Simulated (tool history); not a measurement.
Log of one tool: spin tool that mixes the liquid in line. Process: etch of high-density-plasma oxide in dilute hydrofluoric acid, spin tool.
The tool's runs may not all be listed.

run	day	temperature setpoint of the liquid (C)	parts of water to one part of 49 % hydrofluoric acid (parts by volume)	time under the liquid (s)	thickness taken off the high-density-plasma oxide on a monitor wafer (Å)
1	0	24	65	260	306.52
2	0.171	23	70	260	269.14
3	0.25	23	70	280	290.91
4	0.446	22	75	280	256.79
5	0.688	21	75	280	244.42
6	0.783	20.5	75	280	241.35
7	1.067	20	75	280	241.31

Run 8 comes next. What will it give?
8	1.154	17	95	280	?

Run 8 gave thickness taken off the high-density-plasma oxide on a monitor wafer (Å) 160.66.

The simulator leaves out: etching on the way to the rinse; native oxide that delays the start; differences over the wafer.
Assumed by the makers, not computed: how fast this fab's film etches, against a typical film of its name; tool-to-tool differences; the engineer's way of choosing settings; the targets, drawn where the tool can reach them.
